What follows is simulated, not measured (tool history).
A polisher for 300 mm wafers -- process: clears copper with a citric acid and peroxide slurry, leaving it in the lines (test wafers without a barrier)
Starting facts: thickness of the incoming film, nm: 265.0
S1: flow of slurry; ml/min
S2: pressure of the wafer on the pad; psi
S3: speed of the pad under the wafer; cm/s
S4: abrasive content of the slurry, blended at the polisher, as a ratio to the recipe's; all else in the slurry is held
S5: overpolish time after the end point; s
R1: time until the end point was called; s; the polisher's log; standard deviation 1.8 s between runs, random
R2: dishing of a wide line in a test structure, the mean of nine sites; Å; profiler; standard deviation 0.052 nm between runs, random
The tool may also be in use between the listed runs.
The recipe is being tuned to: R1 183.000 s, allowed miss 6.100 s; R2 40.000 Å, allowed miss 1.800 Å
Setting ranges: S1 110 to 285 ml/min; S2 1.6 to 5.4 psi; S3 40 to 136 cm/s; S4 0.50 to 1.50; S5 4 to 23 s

run,hour,S1,S2,S3,S4,S5,R1,R2
1,0.0,180,3.5,88,1.00,12,116.300,170.460
2,5.3,180,4.2,88,1.00,12,98.479,196.420
3,8.1,180,4.2,72,1.00,12,113.870,169.970
4,12.6,180,4.2,64,1.00,12,128.660,158.570
5,16.4,180,4.2,64,1.15,12,122.780,163.060
6,17.0,175,4.0,64,1.05,11,133.630,140.330
7,21.2,165,3.8,64,1.00,10,146.220,120.280
8,28.0,160,3.7,64,0.95,9,147.390,106.290
9,34.7,155,3.6,64,0.90,8,153.660,89.622

Exactly one of the 4 candidate moves below puts every result within its allowed miss. Which one?
A,41.4,175,3.5,74,0.95,4,?,?
B,41.4,155,3.9,78,1.10,18,?,?
C,41.4,140,3.3,60,0.90,4,?,?
D,41.4,205,4.7,50,1.25,10,?,?

move,R1,R2
A,138.350,52.705
B,117.790,237.010
C,183.360,40.151
D,130.710,131.330
A: moves toward the targets from the last run without getting all of them in spec
B: the biggest miss grows against the last run
C: every result lands within tolerance
D: the biggest miss grows against the last run
Move C is the one to make.

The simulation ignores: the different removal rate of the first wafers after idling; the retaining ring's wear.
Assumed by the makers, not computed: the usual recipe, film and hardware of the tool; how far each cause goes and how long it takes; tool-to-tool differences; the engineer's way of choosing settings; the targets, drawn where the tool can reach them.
